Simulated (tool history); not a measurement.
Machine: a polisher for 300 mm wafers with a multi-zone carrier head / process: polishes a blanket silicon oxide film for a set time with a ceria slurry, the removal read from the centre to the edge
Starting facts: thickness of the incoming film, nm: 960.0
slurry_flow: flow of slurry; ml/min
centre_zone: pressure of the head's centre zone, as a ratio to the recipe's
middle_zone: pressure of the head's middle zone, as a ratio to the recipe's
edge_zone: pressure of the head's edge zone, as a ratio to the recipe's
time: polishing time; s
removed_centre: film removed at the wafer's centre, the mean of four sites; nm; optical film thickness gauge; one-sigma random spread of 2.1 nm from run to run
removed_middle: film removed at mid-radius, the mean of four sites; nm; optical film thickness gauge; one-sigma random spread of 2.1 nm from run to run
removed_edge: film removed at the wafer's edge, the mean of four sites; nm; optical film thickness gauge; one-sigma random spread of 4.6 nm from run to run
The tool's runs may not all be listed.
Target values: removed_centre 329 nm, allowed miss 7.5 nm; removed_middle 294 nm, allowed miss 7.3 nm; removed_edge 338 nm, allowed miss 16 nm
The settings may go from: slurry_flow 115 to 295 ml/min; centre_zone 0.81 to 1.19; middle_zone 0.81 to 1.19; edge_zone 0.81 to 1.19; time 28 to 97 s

{"run": 1, "day": 0.0, "slurry_flow": 190, "centre_zone": 1, "middle_zone": 1, "edge_zone": 1, "time": 62, "removed_centre": 321.45, "removed_middle": 330.34, "removed_edge": 320.08}
{"run": 2, "day": 0.046, "slurry_flow": 190, "centre_zone": 1, "middle_zone": 1, "edge_zone": 1, "time": 77, "removed_centre": 401.11, "removed_middle": 415.41, "removed_edge": 396.26}
{"run": 3, "day": 0.246, "slurry_flow": 190, "centre_zone": 1, "middle_zone": 1, "edge_zone": 1, "time": 90, "removed_centre": 472.58, "removed_middle": 480.75, "removed_edge": 485.41}
{"run": 4, "day": 0.608, "slurry_flow": 175, "centre_zone": 0.99, "middle_zone": 0.94, "edge_zone": 1, "time": 83, "removed_centre": 423.25, "removed_middle": 412.08, "removed_edge": 441.02}
{"run": 5, "day": 0.692, "slurry_flow": 175, "centre_zone": 0.99, "middle_zone": 0.94, "edge_zone": 1, "time": 77, "removed_centre": 391.71, "removed_middle": 386.56, "removed_edge": 400.27}
{"run": 6, "day": 0.929, "slurry_flow": 165, "centre_zone": 0.99, "middle_zone": 0.9, "edge_zone": 1, "time": 73, "removed_centre": 363.48, "removed_middle": 347.85, "removed_edge": 384.98}
{"run": 7, "day": 1.029, "slurry_flow": 150, "centre_zone": 1, "middle_zone": 0.81, "edge_zone": 0.9, "time": 66, "removed_centre": 325.74, "removed_middle": 281.95, "removed_edge": 317.06}
{"run": 8, "day": 1.404, "slurry_flow": 175, "centre_zone": 0.98, "middle_zone": 0.83, "edge_zone": 0.98, "time": 67, "removed_centre": 333.94, "removed_middle": 303.67, "removed_edge": 348.3}

5 next moves are on the table. One of them brings every result within its allowed miss. Which?
{"run": "A", "day": 1.779, "slurry_flow": 165, "centre_zone": 0.98, "middle_zone": 0.88, "edge_zone": 1.03, "time": 68, "removed_centre": "?", "removed_middle": "?", "removed_edge": "?"}
{"run": "B", "day": 1.779, "slurry_flow": 200, "centre_zone": 0.98, "middle_zone": 0.83, "edge_zone": 0.98, "time": 64, "removed_centre": "?", "removed_middle": "?", "removed_edge": "?"}
{"run": "C", "day": 1.779, "slurry_flow": 160, "centre_zone": 0.95, "middle_zone": 0.85, "edge_zone": 0.99, "time": 71, "removed_centre": "?", "removed_middle": "?", "removed_edge": "?"}
{"run": "D", "day": 1.779, "slurry_flow": 165, "centre_zone": 0.9, "middle_zone": 0.82, "edge_zone": 0.99, "time": 71, "removed_centre": "?", "removed_middle": "?", "removed_edge": "?"}
{"run": "E", "day": 1.779, "slurry_flow": 220, "centre_zone": 0.94, "middle_zone": 0.83, "edge_zone": 0.93, "time": 68, "removed_centre": "?", "removed_middle": "?", "removed_edge": "?"}

move=A removed_centre=337.31 removed_middle=314.58 removed_edge=366.85
move=B removed_centre=329.64 removed_middle=291.89 removed_edge=345.74
move=C removed_centre=338.89 removed_middle=317.31 removed_edge=374.22
move=D removed_centre=323.08 removed_middle=310.1 removed_edge=376.04
move=E removed_centre=341.19 removed_middle=314.64 removed_edge=362.17
A: moves away from the targets compared with the last run
B: every result within its allowed miss
C: moves away from the targets compared with the last run
D: moves away from the targets compared with the last run
E: moves away from the targets compared with the last run
Correct choice: B, which meets every target
